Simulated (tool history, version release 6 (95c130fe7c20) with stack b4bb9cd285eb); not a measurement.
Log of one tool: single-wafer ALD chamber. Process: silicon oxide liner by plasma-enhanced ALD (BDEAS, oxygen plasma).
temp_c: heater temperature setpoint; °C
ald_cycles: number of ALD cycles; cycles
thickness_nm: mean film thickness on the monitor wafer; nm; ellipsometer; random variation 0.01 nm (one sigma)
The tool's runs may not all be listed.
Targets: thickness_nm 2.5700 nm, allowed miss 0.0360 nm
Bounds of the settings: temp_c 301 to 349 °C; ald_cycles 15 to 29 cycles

run 1 day=0.000 | temp_c=325 ald_cycles=22 | thickness_nm=2.0549
run 2 day=0.292 | temp_c=325 ald_cycles=24 | thickness_nm=2.2607
run 3 day=0.462 | temp_c=325 ald_cycles=22 | thickness_nm=2.0560
run 4 day=0.592 | temp_c=325 ald_cycles=21 | thickness_nm=1.9706
run 5 day=0.908 | temp_c=332 ald_cycles=21 | thickness_nm=1.9456
run 6 day=1.242 | temp_c=330 ald_cycles=23 | thickness_nm=2.1405
run 7 day=1.583 | temp_c=328 ald_cycles=24 | thickness_nm=2.2416
run 8 day=1.758 | temp_c=325 ald_cycles=25 | thickness_nm=2.3534
run 9 day=2.042 | temp_c=324 ald_cycles=26 | thickness_nm=2.4371

Which of these 5 next moves meets every target?
run A day=2.325 | temp_c=318 ald_cycles=27 | thickness_nm=?
run B day=2.325 | temp_c=318 ald_cycles=26 | thickness_nm=?
run C day=2.325 | temp_c=337 ald_cycles=27 | thickness_nm=?
run D day=2.325 | temp_c=322 ald_cycles=26 | thickness_nm=?
run E day=2.325 | temp_c=319 ald_cycles=26 | thickness_nm=?

move=A thickness_nm=2.5553
move=B thickness_nm=2.4607
move=C thickness_nm=2.4938
move=D thickness_nm=2.4482
move=E thickness_nm=2.4576
A: meets every target
B: nearer than the last run, and not there yet
C: nearer than the last run, and not there yet
D: nearer than the last run, and not there yet
E: nearer than the last run, and not there yet
Move A is the one to make.
